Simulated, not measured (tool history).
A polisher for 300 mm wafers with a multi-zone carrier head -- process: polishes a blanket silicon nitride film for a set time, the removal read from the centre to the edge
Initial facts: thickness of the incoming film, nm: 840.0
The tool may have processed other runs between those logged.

run  hour  flow of slurry (ml/min)  pressure of the head's centre zone  pressure of the head's middle zone  pressure of the head's edge zone  polishing time (s)  film removed at the wafer's centre (nm)  film removed at mid-radius (nm)  film removed at the wafer's edge (nm)
  1   0.0                      225                                1.00                                1.00                              1.00                  33                                   38.195                           39.037                                 37.045
  2   8.5                      225                                1.06                                1.00                              1.00                  33                                   40.547                           39.843                                 37.701
  3  17.1                      235                                1.08                                1.02                              1.02                  33                                   41.419                           40.222                                 38.124
  4  22.9                      235                                1.08                                1.02                              1.06                  33                                   41.381                           40.074                                 38.490
  5  30.4                      210                                1.08                                1.02                              1.06                  33                                   41.044                           39.794                                 37.953
  6  36.1                      210                                1.08                                1.02                              1.06                  41                                   51.208                           49.346                                 47.175
  7  38.3                      210                                1.08                                1.03                              1.05                  41                                   50.763                           49.476                                 46.765

The next listed run, before its measurement:
  8  45.2                      210                                1.08                                1.04                              1.04                  41                                        ?                                ?                                      ?

{"run 8": {"film removed at the wafer's centre (nm)": 51.171, "film removed at mid-radius (nm)": 50.372, "film removed at the wafer's edge (nm)": 47.086}}
